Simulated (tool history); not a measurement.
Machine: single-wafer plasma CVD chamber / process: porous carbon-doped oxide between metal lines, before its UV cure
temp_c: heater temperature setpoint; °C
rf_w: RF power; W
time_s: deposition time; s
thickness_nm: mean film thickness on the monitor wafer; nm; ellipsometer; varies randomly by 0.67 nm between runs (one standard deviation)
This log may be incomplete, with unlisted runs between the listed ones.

{"run": 1, "day": 0.0, "temp_c": 305, "rf_w": 600, "time_s": 26.4, "thickness_nm": 169.47}
{"run": 2, "day": 0.183, "temp_c": 305, "rf_w": 600, "time_s": 26.4, "thickness_nm": 169.02}
{"run": 3, "day": 0.362, "temp_c": 309, "rf_w": 580, "time_s": 26.3, "thickness_nm": 161.98}
{"run": 4, "day": 0.708, "temp_c": 299, "rf_w": 580, "time_s": 26.3, "thickness_nm": 171.41}
{"run": 5, "day": 0.954, "temp_c": 310, "rf_w": 580, "time_s": 26.3, "thickness_nm": 160.2}
{"run": 6, "day": 1.171, "temp_c": 313, "rf_w": 565, "time_s": 26.3, "thickness_nm": 155.65}
{"run": 7, "day": 1.392, "temp_c": 325, "rf_w": 480, "time_s": 26.1, "thickness_nm": 130.15}

The next listed run, before its measurement:
{"run": 8, "day": 1.546, "temp_c": 324, "rf_w": 480, "time_s": 26.1, "thickness_nm": "?"}

{"run 8": {"thickness_nm": 130.3}}

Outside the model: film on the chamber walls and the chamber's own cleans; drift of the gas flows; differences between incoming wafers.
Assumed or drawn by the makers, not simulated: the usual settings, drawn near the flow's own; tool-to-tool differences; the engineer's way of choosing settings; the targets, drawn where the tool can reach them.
